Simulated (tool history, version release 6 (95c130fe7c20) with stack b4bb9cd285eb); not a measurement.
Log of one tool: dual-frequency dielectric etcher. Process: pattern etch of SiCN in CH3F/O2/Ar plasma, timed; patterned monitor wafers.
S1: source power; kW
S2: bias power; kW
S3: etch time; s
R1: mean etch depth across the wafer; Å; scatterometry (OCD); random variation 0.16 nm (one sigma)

Run 1, hour 0.0: S1 0.310 kW, S2 0.086 kW, S3 118 s. Result: R1 450.25 Å.
Run 2, hour 3.7: S1 0.310 kW, S2 0.099 kW, S3 118 s. Result: R1 474.20 Å.
Run 3, hour 6.7: S1 0.340 kW, S2 0.101 kW, S3 118 s. Result: R1 494.83 Å.
Run 4, hour 12.8: S1 0.340 kW, S2 0.088 kW, S3 118 s. Result: R1 473.06 Å.
Run 5, hour 19.4: S1 0.340 kW, S2 0.088 kW, S3 118 s. Result: R1 469.76 Å.
At hour 26.6: wet clean of the chamber.
Run 6, hour 26.6: S1 0.290 kW, S2 0.088 kW, S3 118 s. Result: R1 457.09 Å.
Run 7, hour 29.7: S1 0.310 kW, S2 0.095 kW, S3 119 s. Result: R1 486.17 Å.
Run 8, hour 30.6: S1 0.330 kW, S2 0.100 kW, S3 119 s. Result: R1 510.15 Å.
Run 9, hour 37.8: S1 0.350 kW, S2 0.101 kW, S3 119 s. Result: R1 524.55 Å.
Run 10, hour 39.7: S1 0.360 kW, S2 0.101 kW, S3 119 s. Result: R1 530.55 Å.
Run 11, hour 41.4: S1 0.370 kW, S2 0.101 kW, S3 119 s. Result: R1 536.64 Å.
Run 12, hour 49.1: S1 0.380 kW, S2 0.101 kW, S3 119 s. Result: R1 541.99 Å.
Run 13, hour 57.6: S1 0.380 kW, S2 0.101 kW, S3 119 s. Result: R1 542.57 Å.

Forecast run 14:
Run 14, hour 62.5: S1 0.390 kW, S2 0.101 kW, S3 119 s. Result: R1 ?.

{"run 14": {"R1": 549.64}}
